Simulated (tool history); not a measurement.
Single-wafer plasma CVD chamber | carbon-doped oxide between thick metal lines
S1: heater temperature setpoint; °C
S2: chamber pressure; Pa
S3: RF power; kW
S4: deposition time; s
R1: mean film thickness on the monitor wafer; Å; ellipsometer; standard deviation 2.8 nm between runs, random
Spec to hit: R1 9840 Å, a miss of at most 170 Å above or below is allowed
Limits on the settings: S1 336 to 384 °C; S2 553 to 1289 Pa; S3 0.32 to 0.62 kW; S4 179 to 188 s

run  hour   S1   S2     S3   S4      R1
  1     0  360  921   0.47  188  8554.9
  2   2.3  358  948  0.485  188  8844.4
  3  10.3  358  948  0.485  179  8415.2
  4  19.3  358  948  0.425  179  7470.8
  5    23  358  952   0.45  179  7876.8
  6  31.7  358  956   0.47  179  8249.6
  7  38.4  358  956   0.47  179  8195.1
  8  43.7  358  960   0.49  179  8439.8
  9  44.3  357  960  0.505  179  8713.1
 10  49.7  357  961   0.52  179    8952
 11  54.2  357  964   0.53  179  9037.3
 12  61.1  357  965   0.54  179  9183.9

Exactly one of the 5 candidate moves below puts every result within its allowed miss. Which one?
  A    68  355  1204   0.48  188   ?
  B    68  351   983  0.535  182   ?
  C    68  352   953   0.51  188   ?
  D    68  359   913   0.54  184   ?
  E    68  348   840   0.57  181   ?

move      R1
   A  8957.5
   B    9442
   C  9363.8
   D  9397.7
   E    9847
A: the biggest miss grows against the last run
B: nearer than the last run, and not there yet
C: nearer than the last run, and not there yet
D: nearer than the last run, and not there yet
E: every result within its allowed miss
E meets every target.
